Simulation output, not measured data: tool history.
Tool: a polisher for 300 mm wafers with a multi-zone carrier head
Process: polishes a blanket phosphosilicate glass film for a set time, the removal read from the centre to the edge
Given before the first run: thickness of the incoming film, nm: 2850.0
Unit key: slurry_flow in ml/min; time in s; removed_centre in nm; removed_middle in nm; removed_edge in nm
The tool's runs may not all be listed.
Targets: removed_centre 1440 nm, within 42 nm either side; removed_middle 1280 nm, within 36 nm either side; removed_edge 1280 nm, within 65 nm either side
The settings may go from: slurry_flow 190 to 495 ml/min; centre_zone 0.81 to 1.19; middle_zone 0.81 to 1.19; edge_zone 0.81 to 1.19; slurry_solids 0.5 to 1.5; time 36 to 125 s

run	day	slurry_flow	centre_zone	middle_zone	edge_zone	slurry_solids	time	removed_centre	removed_middle	removed_edge
1	0	320	1	1	1	1	80	896.78	869.91	886.9
2	0.371	320	1	1	1.04	1	80	905.4	862.43	915.4
3	0.604	320	1	1	1.04	1	88	981.6	949.2	1018.8
4	0.871	320	1.08	1	1.04	1	88	1077.6	944.68	975.75
5	1.054	350	1.08	1	1.04	1	88	1081.8	955.79	982.78
6	1.117	350	1.08	1	1.01	1	88	1075.7	952.92	980.34
7	1.338	360	1.1	1.03	1.05	1.15	89	1168.9	1068.6	1069.1
8	1.454	360	1.12	1.03	1.07	1.25	90	1265.7	1116.1	1158.9
9	1.542	360	1.12	1.03	1.07	1.25	90	1254.5	1114.6	1154.5
10	1.846	360	1.14	1.05	1.08	1.3	90	1282.5	1143.5	1146.2

Which single option among these 5 for the next run brings every result within its allowed miss of target? Just one does.
A	2.15	325	1.19	0.99	1.1	1.2	83	?	?	?
B	2.15	385	0.9	1.12	1.11	1.25	101	?	?	?
C	2.15	460	1.14	1.06	1.08	1.45	94	?	?	?
D	2.15	390	1	0.95	1.19	1.3	87	?	?	?
E	2.15	355	0.94	1.03	1.15	1.45	96	?	?	?

move	removed_centre	removed_middle	removed_edge
A	1217.9	959.09	1057.8
B	1155.8	1338.3	1326.4
C	1464.1	1272	1302.7
D	1124.4	1018.6	1206
E	1206	1245.6	1353.8
A: moves away from the targets compared with the last run
B: pushes the last run's worst result past its target
C: every result lands within tolerance
D: moves away from the targets compared with the last run
E: corrects the largest miss of the last run, while another result sits out of spec
So the answer is move C, the one that meets all the targets.

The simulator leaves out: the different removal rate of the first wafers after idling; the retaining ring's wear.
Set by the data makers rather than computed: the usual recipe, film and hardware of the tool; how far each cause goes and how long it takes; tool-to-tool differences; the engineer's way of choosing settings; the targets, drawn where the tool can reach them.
